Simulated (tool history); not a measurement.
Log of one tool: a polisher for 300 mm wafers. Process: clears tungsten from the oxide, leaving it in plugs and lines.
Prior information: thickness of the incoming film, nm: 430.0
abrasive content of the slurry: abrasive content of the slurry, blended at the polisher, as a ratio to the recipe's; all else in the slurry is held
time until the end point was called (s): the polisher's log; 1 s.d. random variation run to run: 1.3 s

run,hour,flow of slurry (ml/min),pressure of the wafer on the pad (psi),speed of the pad under the wafer (cm/s),abrasive content of the slurry,overpolish time after the end point (s),time until the end point was called (s)
1,0,245,3.4,96,1,24,128.78
2,0.7,245,3.4,96,1.15,24,121.49
3,1.6,245,3.4,84,1.15,24,137.1
4,7.8,245,2.8,84,1.15,24,165.39
5,14.7,245,3.3,84,1.15,24,141.95
6,21.8,265,3.3,84,1.15,24,139.6

Estimate the outcome of run 7 from the log above:
7,26.4,270,3.6,84,1.15,24,?

{"run 7": {"time until the end point was called (s)": 130.42}}
